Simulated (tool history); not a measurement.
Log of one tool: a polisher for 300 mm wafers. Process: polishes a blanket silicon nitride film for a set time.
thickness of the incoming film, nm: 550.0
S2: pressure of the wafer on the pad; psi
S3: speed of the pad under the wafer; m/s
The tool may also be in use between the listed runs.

Run 1, hour 0: flow of slurry (ml/min) 240, S2 4.7 psi, S3 1.12 m/s, polishing time (s) 98. Result: film removed (nm) 254.67.
Run 2, hour 5.6: flow of slurry (ml/min) 240, S2 4.7 psi, S3 1.32 m/s, polishing time (s) 98. Result: film removed (nm) 289.75.
Run 3, hour 10: flow of slurry (ml/min) 240, S2 4.7 psi, S3 1.32 m/s, polishing time (s) 102. Result: film removed (nm) 297.19.
Run 4, hour 18.2: flow of slurry (ml/min) 210, S2 4.7 psi, S3 1.32 m/s, polishing time (s) 102. Result: film removed (nm) 300.09.
Run 5, hour 20.7: flow of slurry (ml/min) 210, S2 4.1 psi, S3 1.32 m/s, polishing time (s) 102. Result: film removed (nm) 255.98.
Run 6, hour 29.1: flow of slurry (ml/min) 210, S2 4.1 psi, S3 1.58 m/s, polishing time (s) 102. Result: film removed (nm) 303.47.
Run 7, hour 35.1: flow of slurry (ml/min) 210, S2 3.5 psi, S3 1.58 m/s, polishing time (s) 102. Result: film removed (nm) 256.3.
Run 8, hour 41.5: flow of slurry (ml/min) 210, S2 3.2 psi, S3 1.58 m/s, polishing time (s) 102. Result: film removed (nm) 235.64.
Run 9, hour 45: flow of slurry (ml/min) 210, S2 3 psi, S3 1.58 m/s, polishing time (s) 102. Result: film removed (nm) 222.75.

Run 10 comes next. What will it give?
Run 10, hour 46.8: flow of slurry (ml/min) 210, S2 2.8 psi, S3 1.58 m/s, polishing time (s) 102. Result: film removed (nm) ?.

Run 10 gave film removed (nm) 208.6.
